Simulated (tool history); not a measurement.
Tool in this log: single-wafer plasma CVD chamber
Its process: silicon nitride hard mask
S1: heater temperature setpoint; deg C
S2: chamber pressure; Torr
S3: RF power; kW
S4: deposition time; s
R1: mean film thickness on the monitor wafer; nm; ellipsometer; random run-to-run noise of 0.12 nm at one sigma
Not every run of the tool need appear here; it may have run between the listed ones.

{"run": 1, "hour": 0.0, "S1": 400, "S2": 1.08, "S3": 0.385, "S4": 18.6, "R1": 22.881}
{"run": 2, "hour": 3.1, "S1": 400, "S2": 1.08, "S3": 0.385, "S4": 18.6, "R1": 22.854}
{"run": 3, "hour": 9.4, "S1": 400, "S2": 1.05, "S3": 0.385, "S4": 18.6, "R1": 22.655}
{"run": 4, "hour": 17.8, "S1": 400, "S2": 1.05, "S3": 0.33, "S4": 18.6, "R1": 21.565}
{"run": 5, "hour": 21.0, "S1": 400, "S2": 1.04, "S3": 0.33, "S4": 18.6, "R1": 21.401}
{"run": 6, "hour": 22.3, "S1": 400, "S2": 0.89, "S3": 0.33, "S4": 18.6, "R1": 19.644}

Expected results for the next run?
{"run": 7, "hour": 31.0, "S1": 400, "S2": 0.9, "S3": 0.33, "S4": 18.6, "R1": "?"}

{"run 7": {"R1": 19.623}}
